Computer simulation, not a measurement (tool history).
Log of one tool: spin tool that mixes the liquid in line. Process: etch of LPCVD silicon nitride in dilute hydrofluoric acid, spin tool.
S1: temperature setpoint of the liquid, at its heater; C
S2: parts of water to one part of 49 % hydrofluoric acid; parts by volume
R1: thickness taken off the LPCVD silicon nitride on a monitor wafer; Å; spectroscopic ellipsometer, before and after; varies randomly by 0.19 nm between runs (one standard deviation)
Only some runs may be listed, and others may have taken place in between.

run 1 day=0.000 | S1=22.0 S2=70 time_under_the_liquid_(s)=265 | R1=20.076
run 2 day=0.333 | S1=22.0 S2=70 time_under_the_liquid_(s)=265 | R1=20.744
run 3 day=0.571 | S1=23.0 S2=60 time_under_the_liquid_(s)=270 | R1=25.064
run 4 day=0.938 | S1=23.0 S2=60 time_under_the_liquid_(s)=265 | R1=26.279
run 5 day=1.246 | S1=24.0 S2=55 time_under_the_liquid_(s)=265 | R1=30.494
-- day=1.488 hydrofluoric acid flow meter replaced
run 6 day=1.488 | S1=24.0 S2=70 time_under_the_liquid_(s)=265 | R1=20.744
run 7 day=1.817 | S1=24.0 S2=60 time_under_the_liquid_(s)=270 | R1=25.634
run 8 day=2.029 | S1=25.0 S2=50 time_under_the_liquid_(s)=275 | R1=31.697
run 9 day=2.271 | S1=26.0 S2=45 time_under_the_liquid_(s)=280 | R1=36.676
run 10 day=2.362 | S1=27.0 S2=40 time_under_the_liquid_(s)=280 | R1=46.735

Forecast run 11:
run 11 day=2.708 | S1=27.5 S2=40 time_under_the_liquid_(s)=280 | R1=?

R1: 47.511 Å
